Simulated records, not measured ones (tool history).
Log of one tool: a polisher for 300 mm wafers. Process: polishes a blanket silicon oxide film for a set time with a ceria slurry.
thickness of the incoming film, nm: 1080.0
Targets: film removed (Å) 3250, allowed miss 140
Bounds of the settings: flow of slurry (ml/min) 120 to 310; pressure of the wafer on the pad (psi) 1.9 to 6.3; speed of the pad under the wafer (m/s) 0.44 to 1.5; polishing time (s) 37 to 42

run,day,flow of slurry (ml/min),pressure of the wafer on the pad (psi),speed of the pad under the wafer (m/s),polishing time (s),film removed (Å)
1,0,200,4.1,0.96,42,2451.3
2,0.354,200,4.9,0.96,42,2776.4
3,0.492,200,4.9,0.96,37,2462.4
4,0.704,200,4,0.96,37,2141.6
5,0.962,200,4,0.96,37,2149.3
6,1.012,200,4.3,0.96,37,2248.3
7,1.167,200,4.6,0.96,37,2354.9
8,1.192,200,4.9,0.96,37,2433.6
9,1.246,200,5.1,0.98,37,2598.7
10,1.371,200,5.3,0.98,37,2641.9
11,1.617,205,6.3,1,37,3077.6

Which of these 5 next moves meets every target?
A,1.862,120,6.1,1.04,39,?
B,1.862,225,6.3,0.98,37,?
C,1.862,195,6.2,1,37,?
D,1.862,195,6.2,0.98,38,?
E,1.862,310,5.4,1,42,?

move,film removed (Å)
A,2930.3
B,2958.7
C,2931.5
D,2952.2
E,3184.6
A: further off than the last run
B: further off than the last run
C: further off than the last run
D: further off than the last run
E: meets every target
The right move is E.

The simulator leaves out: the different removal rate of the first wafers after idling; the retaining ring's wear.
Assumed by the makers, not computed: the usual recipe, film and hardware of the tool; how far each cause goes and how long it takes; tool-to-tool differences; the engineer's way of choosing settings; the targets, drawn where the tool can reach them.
